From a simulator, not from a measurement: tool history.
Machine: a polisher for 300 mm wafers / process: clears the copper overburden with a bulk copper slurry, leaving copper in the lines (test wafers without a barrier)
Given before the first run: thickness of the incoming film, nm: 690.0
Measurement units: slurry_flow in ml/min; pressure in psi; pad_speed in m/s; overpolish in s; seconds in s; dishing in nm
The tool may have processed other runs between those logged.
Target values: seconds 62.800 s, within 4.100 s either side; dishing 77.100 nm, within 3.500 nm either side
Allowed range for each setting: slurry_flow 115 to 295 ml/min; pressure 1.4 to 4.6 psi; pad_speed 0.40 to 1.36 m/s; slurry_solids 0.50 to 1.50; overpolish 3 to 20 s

run 1 hour=0.0 | slurry_flow=190 pressure=3.0 pad_speed=0.88 slurry_solids=1.00 overpolish=10 | seconds=87.558 dishing=56.537
run 2 hour=8.4 | slurry_flow=190 pressure=3.2 pad_speed=0.88 slurry_solids=1.00 overpolish=10 | seconds=82.477 dishing=60.110
run 3 hour=14.4 | slurry_flow=190 pressure=3.4 pad_speed=0.88 slurry_solids=1.00 overpolish=10 | seconds=76.337 dishing=61.524
run 4 hour=19.8 | slurry_flow=190 pressure=3.4 pad_speed=0.68 slurry_solids=1.00 overpolish=10 | seconds=100.930 dishing=50.948
run 5 hour=23.6 | slurry_flow=190 pressure=3.7 pad_speed=0.70 slurry_solids=1.00 overpolish=10 | seconds=91.170 dishing=56.481
run 6 hour=30.4 | slurry_flow=190 pressure=3.9 pad_speed=0.72 slurry_solids=1.00 overpolish=10 | seconds=81.599 dishing=58.186
run 7 hour=34.7 | slurry_flow=190 pressure=4.0 pad_speed=0.74 slurry_solids=1.00 overpolish=10 | seconds=79.033 dishing=62.488
run 8 hour=37.7 | slurry_flow=200 pressure=4.6 pad_speed=0.78 slurry_solids=1.00 overpolish=9 | seconds=63.586 dishing=66.893

Of the 4 settings listed for the next run, only one would bring every result within its allowed miss of target. Which one?
run A hour=40.7 | slurry_flow=195 pressure=4.6 pad_speed=0.78 slurry_solids=1.00 overpolish=8 | seconds=? dishing=?
run B hour=40.7 | slurry_flow=205 pressure=4.5 pad_speed=0.80 slurry_solids=1.05 overpolish=8 | seconds=? dishing=?
run C hour=40.7 | slurry_flow=175 pressure=4.4 pad_speed=0.86 slurry_solids=1.10 overpolish=10 | seconds=? dishing=?
run D hour=40.7 | slurry_flow=245 pressure=4.4 pad_speed=0.70 slurry_solids=1.00 overpolish=13 | seconds=? dishing=?

move=A seconds=64.643 dishing=61.865
move=B seconds=63.333 dishing=62.821
move=C seconds=61.218 dishing=76.740
move=D seconds=72.759 dishing=82.058
A: lands further from the targets than the last run did
B: lands further from the targets than the last run did
C: every result within its allowed miss
D: takes the biggest miss from the last run beyond its target
The move that meets every target is C.

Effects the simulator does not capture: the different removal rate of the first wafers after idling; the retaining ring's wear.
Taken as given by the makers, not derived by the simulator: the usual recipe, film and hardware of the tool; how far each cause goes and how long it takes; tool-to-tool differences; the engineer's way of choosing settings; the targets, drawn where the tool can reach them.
